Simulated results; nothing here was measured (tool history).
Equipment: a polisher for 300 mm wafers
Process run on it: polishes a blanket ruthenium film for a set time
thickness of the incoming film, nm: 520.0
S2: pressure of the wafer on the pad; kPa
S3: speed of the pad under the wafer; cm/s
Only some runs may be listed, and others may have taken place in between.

run 1 day=0 | flow_of_slurry_(ml/min)=285 S2=19.3 S3=106 polishing_time_(s)=84 | film_removed_(Å)=1203.5
run 2 day=0.258 | flow_of_slurry_(ml/min)=335 S2=19.3 S3=106 polishing_time_(s)=84 | film_removed_(Å)=1230.6
run 3 day=0.317 | flow_of_slurry_(ml/min)=335 S2=19.3 S3=106 polishing_time_(s)=88 | film_removed_(Å)=1285.6
run 4 day=0.567 | flow_of_slurry_(ml/min)=275 S2=19.3 S3=106 polishing_time_(s)=88 | film_removed_(Å)=1261
run 5 day=0.871 | flow_of_slurry_(ml/min)=275 S2=19.3 S3=118 polishing_time_(s)=88 | film_removed_(Å)=1402.8
run 6 day=1.079 | flow_of_slurry_(ml/min)=270 S2=16.5 S3=108 polishing_time_(s)=88 | film_removed_(Å)=1141.4
run 7 day=1.408 | flow_of_slurry_(ml/min)=265 S2=14.5 S3=98 polishing_time_(s)=88 | film_removed_(Å)=907.94
run 8 day=1.767 | flow_of_slurry_(ml/min)=260 S2=13.1 S3=94 polishing_time_(s)=88 | film_removed_(Å)=811.81
run 9 day=2.108 | flow_of_slurry_(ml/min)=250 S2=9 S3=76 polishing_time_(s)=88 | film_removed_(Å)=490.81

Estimate the outcome of run 10 from the log above:
run 10 day=2.242 | flow_of_slurry_(ml/min)=250 S2=9.7 S3=76 polishing_time_(s)=88 | film_removed_(Å)=?

For run 10 the tool returned film removed (Å) 523.88.

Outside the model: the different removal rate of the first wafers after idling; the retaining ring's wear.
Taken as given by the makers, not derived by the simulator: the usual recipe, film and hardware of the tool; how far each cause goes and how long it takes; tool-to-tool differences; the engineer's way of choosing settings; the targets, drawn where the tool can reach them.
